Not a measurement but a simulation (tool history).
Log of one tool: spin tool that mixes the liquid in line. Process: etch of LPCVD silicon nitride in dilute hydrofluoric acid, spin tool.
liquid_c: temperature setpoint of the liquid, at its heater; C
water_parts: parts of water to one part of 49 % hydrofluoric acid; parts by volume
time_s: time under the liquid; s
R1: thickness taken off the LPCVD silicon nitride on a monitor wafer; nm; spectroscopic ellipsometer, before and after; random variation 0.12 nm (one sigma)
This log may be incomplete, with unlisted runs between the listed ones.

run 1 hour=0.0 | liquid_c=25.0 water_parts=130 time_s=325 | R1=1.2736
run 2 hour=0.9 | liquid_c=25.5 water_parts=120 time_s=325 | R1=1.4155
run 3 hour=5.0 | liquid_c=26.0 water_parts=110 time_s=325 | R1=1.7061
run 4 hour=12.2 | liquid_c=26.5 water_parts=105 time_s=325 | R1=1.8925
run 5 hour=14.2 | liquid_c=27.0 water_parts=105 time_s=325 | R1=1.7658
run 6 hour=21.8 | liquid_c=27.0 water_parts=100 time_s=325 | R1=1.9410
run 7 hour=28.2 | liquid_c=27.0 water_parts=100 time_s=325 | R1=2.0340

The next listed run, before its measurement:
run 8 hour=36.4 | liquid_c=27.5 water_parts=100 time_s=325 | R1=?

R1: 1.8266 nm
